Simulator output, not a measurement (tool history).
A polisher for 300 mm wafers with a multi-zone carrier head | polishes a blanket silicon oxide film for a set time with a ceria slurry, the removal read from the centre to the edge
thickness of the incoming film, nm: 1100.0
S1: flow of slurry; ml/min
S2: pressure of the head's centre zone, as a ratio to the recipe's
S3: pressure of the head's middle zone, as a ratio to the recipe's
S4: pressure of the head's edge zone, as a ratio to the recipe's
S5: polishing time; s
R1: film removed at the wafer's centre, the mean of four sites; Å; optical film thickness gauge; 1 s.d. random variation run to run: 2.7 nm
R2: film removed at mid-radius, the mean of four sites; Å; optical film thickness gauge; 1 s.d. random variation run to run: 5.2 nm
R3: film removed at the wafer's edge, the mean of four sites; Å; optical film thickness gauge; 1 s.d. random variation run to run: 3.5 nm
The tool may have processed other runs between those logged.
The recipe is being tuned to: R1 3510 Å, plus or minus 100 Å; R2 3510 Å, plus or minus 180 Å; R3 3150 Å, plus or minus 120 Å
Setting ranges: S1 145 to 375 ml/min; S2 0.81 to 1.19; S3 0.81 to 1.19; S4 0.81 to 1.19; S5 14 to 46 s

Run 1, day 0: S1 240 ml/min, S2 1, S3 1, S4 1, S5 30 s. Result: R1 2478.4 Å, R2 2375.5 Å, R3 2389.2 Å.
Run 2, day 0.042: S1 240 ml/min, S2 1, S3 1, S4 1, S5 25 s. Result: R1 2070.6 Å, R2 2032 Å, R3 2008.8 Å.
Run 3, day 0.2: S1 180 ml/min, S2 1, S3 1, S4 1, S5 25 s. Result: R1 2015.5 Å, R2 1956.3 Å, R3 1966.8 Å.
Run 4, day 0.442: S1 190 ml/min, S2 1.02, S3 1.03, S4 1.02, S5 27 s. Result: R1 2212 Å, R2 2118.5 Å, R3 2117 Å.
Run 5, day 0.733: S1 190 ml/min, S2 1.02, S3 1.11, S4 1.02, S5 27 s. Result: R1 2247.2 Å, R2 2272.1 Å, R3 2143.2 Å.
Run 6, day 0.883: S1 190 ml/min, S2 1.09, S3 1.11, S4 1.02, S5 27 s. Result: R1 2392.7 Å, R2 2313 Å, R3 2152 Å.
Run 7, day 1.017: S1 205 ml/min, S2 1.09, S3 1.12, S4 1.03, S5 28 s. Result: R1 2467.7 Å, R2 2301.9 Å, R3 2238.1 Å.
Run 8, day 1.238: S1 150 ml/min, S2 1.08, S3 1.19, S4 0.96, S5 36 s. Result: R1 3044.1 Å, R2 3098.5 Å, R3 2765.6 Å.
Run 9, day 1.292: S1 160 ml/min, S2 1.08, S3 1.19, S4 0.96, S5 36 s. Result: R1 3007.6 Å, R2 3161.6 Å, R3 2814 Å.
Run 10, day 1.429: S1 160 ml/min, S2 1.08, S3 1.19, S4 0.96, S5 36 s. Result: R1 3056.3 Å, R2 3095.1 Å, R3 2743.5 Å.
Run 11, day 1.579: S1 165 ml/min, S2 1.08, S3 1.19, S4 0.96, S5 37 s. Result: R1 3119.9 Å, R2 3176.5 Å, R3 2846.8 Å.
Run 12, day 1.829: S1 165 ml/min, S2 1.08, S3 1.19, S4 0.96, S5 38 s. Result: R1 3204.7 Å, R2 3188.7 Å, R3 2868.6 Å.
Run 13, day 2.033: S1 165 ml/min, S2 1.08, S3 1.19, S4 0.96, S5 39 s. Result: R1 3359.4 Å, R2 3435.9 Å, R3 3041.5 Å.
Run 14, day 2.338: S1 165 ml/min, S2 1.08, S3 1.19, S4 0.97, S5 39 s. Result: R1 3289.9 Å, R2 3373.9 Å, R3 3053.1 Å.

Which of these 4 next moves meets every target?
Run A, day 2.642: S1 145 ml/min, S2 0.96, S3 1.19, S4 0.91, S5 41 s. Result: R1 ?, R2 ?, R3 ?.
Run B, day 2.642: S1 195 ml/min, S2 1.09, S3 1.18, S4 1, S5 40 s. Result: R1 ?, R2 ?, R3 ?.
Run C, day 2.642: S1 145 ml/min, S2 1.03, S3 1.11, S4 1.15, S5 37 s. Result: R1 ?, R2 ?, R3 ?.
Run D, day 2.642: S1 155 ml/min, S2 0.99, S3 1.19, S4 1.03, S5 39 s. Result: R1 ?, R2 ?, R3 ?.

move      R1      R2      R3
   A  3074.7  3543.9  3042.1
   B  3513.9  3548.7  3179.6
   C  2965.7  3036.3  3080.7
   D  3038.1  3396.3  3086.7
A: its largest miss is bigger than the last run's
B: each result inside its tolerance
C: its largest miss is bigger than the last run's
D: its largest miss is bigger than the last run's
Move B is the one to make.

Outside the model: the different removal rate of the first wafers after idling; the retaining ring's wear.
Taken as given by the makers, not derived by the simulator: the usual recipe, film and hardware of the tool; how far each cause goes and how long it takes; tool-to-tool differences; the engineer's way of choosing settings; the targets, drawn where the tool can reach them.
